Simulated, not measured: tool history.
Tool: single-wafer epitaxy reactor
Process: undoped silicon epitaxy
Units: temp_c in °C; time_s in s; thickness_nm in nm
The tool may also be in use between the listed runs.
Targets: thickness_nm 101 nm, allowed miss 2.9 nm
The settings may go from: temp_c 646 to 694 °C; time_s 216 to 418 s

run 1 hour=0 | temp_c=670 time_s=317 | thickness_nm=79.968
run 2 hour=5.2 | temp_c=670 time_s=347 | thickness_nm=87.461
run 3 hour=11.6 | temp_c=671 time_s=347 | thickness_nm=88.948
run 4 hour=18 | temp_c=672 time_s=347 | thickness_nm=91.554
run 5 hour=25.6 | temp_c=672 time_s=331 | thickness_nm=87.593
run 6 hour=32.6 | temp_c=666 time_s=331 | thickness_nm=76.285
run 7 hour=41.4 | temp_c=669 time_s=332 | thickness_nm=81.919
run 8 hour=43.4 | temp_c=680 time_s=335 | thickness_nm=105.54

5 next moves are on the table. One of them brings every result within its allowed miss. Which?
run A hour=45.4 | temp_c=685 time_s=290 | thickness_nm=?
run B hour=45.4 | temp_c=694 time_s=265 | thickness_nm=?
run C hour=45.4 | temp_c=682 time_s=343 | thickness_nm=?
run D hour=45.4 | temp_c=676 time_s=389 | thickness_nm=?
run E hour=45.4 | temp_c=681 time_s=344 | thickness_nm=?

move=A thickness_nm=102.63
move=B thickness_nm=113.83
move=C thickness_nm=113.7
move=D thickness_nm=112.97
move=E thickness_nm=111.56
A: meets every target
B: further off than the last run
C: further off than the last run
D: further off than the last run
E: further off than the last run
The right move is A.
